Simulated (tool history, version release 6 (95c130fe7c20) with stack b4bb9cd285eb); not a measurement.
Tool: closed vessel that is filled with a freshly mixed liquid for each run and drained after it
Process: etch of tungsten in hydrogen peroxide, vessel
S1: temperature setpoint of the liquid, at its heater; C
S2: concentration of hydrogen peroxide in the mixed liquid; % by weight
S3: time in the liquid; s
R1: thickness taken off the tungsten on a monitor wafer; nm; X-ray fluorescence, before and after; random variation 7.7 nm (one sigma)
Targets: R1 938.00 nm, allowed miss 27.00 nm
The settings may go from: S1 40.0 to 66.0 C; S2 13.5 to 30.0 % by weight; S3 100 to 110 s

run	hour	S1	S2	S3	R1
1	0.0	56.0	25.5	100	483.87
2	2.7	57.0	26.0	100	517.54
3	5.0	54.0	26.0	100	438.94
4	10.1	60.0	26.0	100	627.52
5	14.8	60.0	23.0	100	593.29
6	20.2	60.5	23.5	100	604.01
7	27.4	61.0	24.0	100	641.11
8	31.2	61.5	24.5	100	664.04
9	33.1	62.0	25.0	100	680.80
10	34.8	62.5	25.5	100	696.65

4 next moves are on the table. One of them brings every result within its allowed miss. Which?
A	36.5	65.0	30.0	110	?
B	36.5	66.0	27.5	110	?
C	36.5	65.5	26.0	110	?
D	36.5	66.0	30.0	105	?

move	R1
A	979.91
B	991.89
C	938.03
D	988.90
A: takes the result that was furthest off past its target
B: takes the result that was furthest off past its target
C: meets every target
D: takes the result that was furthest off past its target
The right move is C.
